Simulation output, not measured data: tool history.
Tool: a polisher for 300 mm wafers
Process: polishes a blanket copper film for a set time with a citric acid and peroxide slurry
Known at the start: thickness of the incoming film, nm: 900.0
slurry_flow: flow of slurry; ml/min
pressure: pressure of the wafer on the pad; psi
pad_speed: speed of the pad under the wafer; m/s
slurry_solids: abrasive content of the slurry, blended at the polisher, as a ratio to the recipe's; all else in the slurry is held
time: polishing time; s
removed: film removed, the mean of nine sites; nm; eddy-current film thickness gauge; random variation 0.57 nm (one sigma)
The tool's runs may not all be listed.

{"run": 1, "hour": 0.0, "slurry_flow": 135, "pressure": 4.2, "pad_speed": 0.88, "slurry_solids": 1.0, "time": 49, "removed": 113.61}
{"run": 2, "hour": 1.2, "slurry_flow": 135, "pressure": 4.2, "pad_speed": 0.88, "slurry_solids": 0.8, "time": 49, "removed": 105.57}
{"run": 3, "hour": 6.2, "slurry_flow": 135, "pressure": 3.7, "pad_speed": 0.84, "slurry_solids": 0.8, "time": 49, "removed": 88.322}
{"run": 4, "hour": 12.3, "slurry_flow": 135, "pressure": 3.7, "pad_speed": 0.7, "slurry_solids": 0.8, "time": 49, "removed": 75.393}
{"run": 5, "hour": 18.9, "slurry_flow": 135, "pressure": 3.3, "pad_speed": 0.7, "slurry_solids": 0.8, "time": 49, "removed": 68.477}
{"run": 6, "hour": 24.8, "slurry_flow": 115, "pressure": 3.3, "pad_speed": 0.7, "slurry_solids": 0.8, "time": 49, "removed": 65.74}
{"run": 7, "hour": 27.1, "slurry_flow": 110, "pressure": 3.0, "pad_speed": 0.7, "slurry_solids": 0.8, "time": 49, "removed": 60.034}
{"run": 8, "hour": 33.6, "slurry_flow": 100, "pressure": 2.0, "pad_speed": 0.68, "slurry_solids": 0.8, "time": 49, "removed": 39.511}
{"run": 9, "hour": 39.4, "slurry_flow": 105, "pressure": 2.1, "pad_speed": 0.68, "slurry_solids": 0.8, "time": 49, "removed": 42.096}
{"run": 10, "hour": 42.9, "slurry_flow": 110, "pressure": 2.2, "pad_speed": 0.68, "slurry_solids": 0.8, "time": 49, "removed": 44.041}

The next listed run, before its measurement:
{"run": 11, "hour": 47.0, "slurry_flow": 130, "pressure": 2.5, "pad_speed": 0.68, "slurry_solids": 0.8, "time": 49, "removed": "?"}

removed: 51.357 nm
